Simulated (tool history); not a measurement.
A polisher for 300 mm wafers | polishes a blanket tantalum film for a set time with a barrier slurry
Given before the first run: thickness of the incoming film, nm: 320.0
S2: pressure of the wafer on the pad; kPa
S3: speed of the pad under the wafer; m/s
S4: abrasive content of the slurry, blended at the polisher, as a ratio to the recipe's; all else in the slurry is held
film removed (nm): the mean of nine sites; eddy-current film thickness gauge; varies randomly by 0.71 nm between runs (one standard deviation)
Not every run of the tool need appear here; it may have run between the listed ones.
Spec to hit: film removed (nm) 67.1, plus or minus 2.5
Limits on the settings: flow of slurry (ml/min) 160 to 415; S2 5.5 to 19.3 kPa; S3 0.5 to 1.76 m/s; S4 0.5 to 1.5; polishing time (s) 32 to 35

{"run": 1, "hour": 0.0, "flow of slurry (ml/min)": 265, "S2": 12.4, "S3": 1.12, "S4": 1, "polishing time (s)": 35, "film removed (nm)": 53.356}
{"run": 2, "hour": 7.8, "flow of slurry (ml/min)": 265, "S2": 9.7, "S3": 1.12, "S4": 1, "polishing time (s)": 35, "film removed (nm)": 44.206}
{"run": 3, "hour": 12.0, "flow of slurry (ml/min)": 265, "S2": 11.7, "S3": 1.14, "S4": 1, "polishing time (s)": 35, "film removed (nm)": 52.376}
{"run": 4, "hour": 18.4, "flow of slurry (ml/min)": 265, "S2": 13.1, "S3": 1.14, "S4": 1, "polishing time (s)": 35, "film removed (nm)": 56.263}
{"run": 5, "hour": 20.2, "flow of slurry (ml/min)": 265, "S2": 13.1, "S3": 1.14, "S4": 0.85, "polishing time (s)": 35, "film removed (nm)": 52.541}
{"run": 6, "hour": 23.0, "flow of slurry (ml/min)": 265, "S2": 13.1, "S3": 1.14, "S4": 0.65, "polishing time (s)": 35, "film removed (nm)": 49.117}
{"run": 7, "hour": 26.6, "flow of slurry (ml/min)": 265, "S2": 14.5, "S3": 1.14, "S4": 0.65, "polishing time (s)": 35, "film removed (nm)": 52.068}
{"run": 8, "hour": 28.4, "flow of slurry (ml/min)": 265, "S2": 15.9, "S3": 1.14, "S4": 0.65, "polishing time (s)": 35, "film removed (nm)": 56.368}
{"run": 9, "hour": 36.3, "flow of slurry (ml/min)": 265, "S2": 16.5, "S3": 1.14, "S4": 0.65, "polishing time (s)": 35, "film removed (nm)": 59.591}
{"run": 10, "hour": 39.3, "flow of slurry (ml/min)": 265, "S2": 17.2, "S3": 1.14, "S4": 0.65, "polishing time (s)": 35, "film removed (nm)": 60.558}
{"run": 11, "hour": 46.1, "flow of slurry (ml/min)": 265, "S2": 17.9, "S3": 1.14, "S4": 0.65, "polishing time (s)": 35, "film removed (nm)": 61.247}

4 candidate next runs follow, results not yet known. Just one meets every target within its allowed miss. Identify it.
{"run": "A", "hour": 52.9, "flow of slurry (ml/min)": 295, "S2": 19.3, "S3": 1.02, "S4": 0.8, "polishing time (s)": 35, "film removed (nm)": "?"}
{"run": "B", "hour": 52.9, "flow of slurry (ml/min)": 290, "S2": 19.3, "S3": 0.96, "S4": 0.65, "polishing time (s)": 32, "film removed (nm)": "?"}
{"run": "C", "hour": 52.9, "flow of slurry (ml/min)": 265, "S2": 19.3, "S3": 1.24, "S4": 0.65, "polishing time (s)": 35, "film removed (nm)": "?"}
{"run": "D", "hour": 52.9, "flow of slurry (ml/min)": 300, "S2": 19.3, "S3": 1.24, "S4": 0.7, "polishing time (s)": 35, "film removed (nm)": "?"}

move=A film_removed_(nm)=66.352
move=B film_removed_(nm)=53.392
move=C film_removed_(nm)=71.169
move=D film_removed_(nm)=73.953
A: all results in spec
B: the biggest miss grows against the last run
C: takes the result that was furthest off past its target
D: takes the result that was furthest off past its target
The move that meets every target is A.

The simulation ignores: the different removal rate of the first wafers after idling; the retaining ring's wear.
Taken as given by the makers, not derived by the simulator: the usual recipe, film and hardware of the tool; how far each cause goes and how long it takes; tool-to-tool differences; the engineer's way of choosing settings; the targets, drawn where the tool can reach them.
